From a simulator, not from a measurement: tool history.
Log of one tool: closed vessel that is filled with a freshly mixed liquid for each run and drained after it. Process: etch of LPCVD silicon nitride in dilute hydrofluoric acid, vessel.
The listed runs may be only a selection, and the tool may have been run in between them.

run  hour  temperature setpoint of the liquid (K)  parts of water to one part of 49 % hydrofluoric acid (parts by volume)  time in the liquid (s)  thickness taken off the LPCVD silicon nitride on a monitor wafer (nm)
  1     0                                  298.15                                                                     155                    2905                                                                 9.4155
  2   0.7                                  301.65                                                                     155                    2905                                                                 11.825
  3   7.7                                  303.15                                                                     115                    2910                                                                 17.854
  4  11.1                                  304.15                                                                      95                    2910                                                                 22.395
  5  18.3                                  304.65                                                                      80                    2910                                                                   27.9
  6    19                                  303.15                                                                      80                    2910                                                                 25.456

Run 7 comes next. What will it give?
  7  25.3                                  304.15                                                                      75                    2910                                                                      ?

Run 7 gave thickness taken off the LPCVD silicon nitride on a monitor wafer (nm) 28.374.

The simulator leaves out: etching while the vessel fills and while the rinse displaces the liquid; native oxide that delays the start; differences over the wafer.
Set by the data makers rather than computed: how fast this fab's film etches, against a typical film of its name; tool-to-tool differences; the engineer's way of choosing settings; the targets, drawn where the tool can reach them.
